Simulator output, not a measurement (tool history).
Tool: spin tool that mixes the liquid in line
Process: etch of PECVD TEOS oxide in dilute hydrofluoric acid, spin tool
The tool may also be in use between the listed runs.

run	day	temperature setpoint of the liquid (K)	parts of water to one part of 49 % hydrofluoric acid (parts by volume)	time under the liquid (s)	thickness taken off the PECVD TEOS oxide on a monitor wafer (nm)
1	0.000	299.15	160	175	8.3791
2	0.083	300.65	160	175	8.8382
3	0.429	300.65	185	175	7.4000
4	0.479	302.15	185	175	7.8016
5	0.675	303.15	180	175	8.3759
# day 0.750: hydrofluoric acid flow meter replaced
6	0.750	306.15	180	175	10.6710

Run 7 comes next. What will it give?
7	0.817	306.65	175	175	?

{"run 7": {"thickness taken off the PECVD TEOS oxide on a monitor wafer (nm)": 11.345}}

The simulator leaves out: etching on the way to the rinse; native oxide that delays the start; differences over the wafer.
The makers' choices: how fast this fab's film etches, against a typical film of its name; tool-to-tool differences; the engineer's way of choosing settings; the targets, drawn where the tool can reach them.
